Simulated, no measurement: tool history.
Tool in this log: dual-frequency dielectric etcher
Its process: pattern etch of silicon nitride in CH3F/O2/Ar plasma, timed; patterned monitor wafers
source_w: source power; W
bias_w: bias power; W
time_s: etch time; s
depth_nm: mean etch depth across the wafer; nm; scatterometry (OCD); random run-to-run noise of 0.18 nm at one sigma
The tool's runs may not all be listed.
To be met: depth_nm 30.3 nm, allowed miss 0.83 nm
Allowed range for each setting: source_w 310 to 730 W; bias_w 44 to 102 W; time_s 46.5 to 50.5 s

| run | hour | source_w | bias_w | time_s | depth_nm |
|---|---|---|---|---|---|
| 1 | 0 | 520 | 73 | 50.5 | 38.164 |
| 2 | 4.8 | 520 | 65 | 50.5 | 35.938 |
| 3 | 6.9 | 500 | 64 | 50.5 | 35.546 |
| 4 | 13.9 | 490 | 63 | 50.5 | 35.093 |
| 5 | 21.4 | 490 | 63 | 46.5 | 32.297 |
| 6 | 29.2 | 490 | 70 | 46.5 | 34.009 |
| 7 | 35.8 | 490 | 70 | 46.5 | 33.39 |
| 8 | 44.1 | 480 | 70 | 46.5 | 33.6 |
| 9 | 52.8 | 380 | 61 | 46.5 | 29.122 |
|  | 57.7 | wet clean of the chamber |
| 10 | 57.7 | 420 | 63 | 46.5 | 29.674 |

Pick the move, out of 5, that brings all results within their allowed miss; only one does.
| A | 62.6 | 420 | 58 | 46.5 | ? |
| B | 62.6 | 410 | 56 | 48 | ? |
| C | 62.6 | 460 | 60 | 50.5 | ? |
| D | 62.6 | 430 | 53 | 48.5 | ? |
| E | 62.6 | 420 | 58 | 50 | ? |

| move | depth_nm |
|---|---|
| A | 28.437 |
| B | 28.669 |
| C | 32.328 |
| D | 28.733 |
| E | 30.578 |
A: the biggest miss grows against the last run
B: the biggest miss grows against the last run
C: pushes the last run's worst result past its target
D: the biggest miss grows against the last run
E: all results in spec
E is the move that brings every result within its allowed miss.

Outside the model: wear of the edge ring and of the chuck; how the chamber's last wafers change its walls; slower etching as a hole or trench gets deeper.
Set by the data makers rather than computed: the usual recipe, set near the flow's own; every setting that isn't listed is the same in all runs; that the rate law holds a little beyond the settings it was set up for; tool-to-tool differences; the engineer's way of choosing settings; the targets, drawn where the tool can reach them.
